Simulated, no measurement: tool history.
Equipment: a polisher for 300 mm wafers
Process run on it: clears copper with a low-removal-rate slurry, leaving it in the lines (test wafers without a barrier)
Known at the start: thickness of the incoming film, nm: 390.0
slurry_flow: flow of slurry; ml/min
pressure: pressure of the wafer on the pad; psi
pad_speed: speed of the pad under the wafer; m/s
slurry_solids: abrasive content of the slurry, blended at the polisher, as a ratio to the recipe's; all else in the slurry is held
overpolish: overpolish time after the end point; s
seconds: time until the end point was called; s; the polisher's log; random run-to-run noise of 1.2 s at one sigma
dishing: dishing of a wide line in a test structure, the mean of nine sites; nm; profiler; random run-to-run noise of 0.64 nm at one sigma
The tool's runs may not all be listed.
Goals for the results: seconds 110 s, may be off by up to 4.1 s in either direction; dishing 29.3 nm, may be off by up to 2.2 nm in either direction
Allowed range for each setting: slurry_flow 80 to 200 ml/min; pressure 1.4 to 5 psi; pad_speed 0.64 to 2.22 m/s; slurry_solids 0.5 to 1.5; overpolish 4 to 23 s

| run | day | slurry_flow | pressure | pad_speed | slurry_solids | overpolish | seconds | dishing |
|---|---|---|---|---|---|---|---|---|
| 1 | 0 | 130 | 3.2 | 1.42 | 1 | 12 | 81.89 | 35.151 |
| 2 | 0.279 | 130 | 3.2 | 1.72 | 1 | 12 | 68.414 | 41.082 |
| 3 | 0.571 | 130 | 3.2 | 1.72 | 1 | 7 | 69.219 | 26.086 |
| 4 | 0.708 | 125 | 3 | 1.72 | 1 | 8 | 72.206 | 28.462 |
| 5 | 1.046 | 110 | 3 | 1.72 | 1 | 8 | 74.769 | 27.541 |
| 6 | 1.288 | 125 | 3 | 1.72 | 1 | 8 | 71.789 | 27.662 |
| 7 | 1.433 | 90 | 2.1 | 1.68 | 1 | 14 | 101.73 | 32.607 |
| 8 | 1.638 | 90 | 2 | 1.68 | 1 | 14 | 104.72 | 32.132 |

Next run, 4 choices. One meets every target within its allowed miss, the rest don't. Which?
| A | 1.842 | 90 | 1.9 | 1.68 | 1 | 13 | ? | ? |
| B | 1.842 | 90 | 4.1 | 1.06 | 1 | 15 | ? | ? |
| C | 1.842 | 85 | 2.1 | 1.64 | 0.95 | 16 | ? | ? |
| D | 1.842 | 85 | 2.1 | 1.82 | 1 | 14 | ? | ? |

| move | seconds | dishing |
|---|---|---|
| A | 106.76 | 28.454 |
| B | 98.762 | 35.023 |
| C | 106.56 | 33.605 |
| D | 94.743 | 33.202 |
A: hits every target within its allowed miss
B: its largest miss is bigger than the last run's
C: brings the last run's worst result on target, with another outside its allowed miss
D: its largest miss is bigger than the last run's
So the answer is move A, the one that meets all the targets.

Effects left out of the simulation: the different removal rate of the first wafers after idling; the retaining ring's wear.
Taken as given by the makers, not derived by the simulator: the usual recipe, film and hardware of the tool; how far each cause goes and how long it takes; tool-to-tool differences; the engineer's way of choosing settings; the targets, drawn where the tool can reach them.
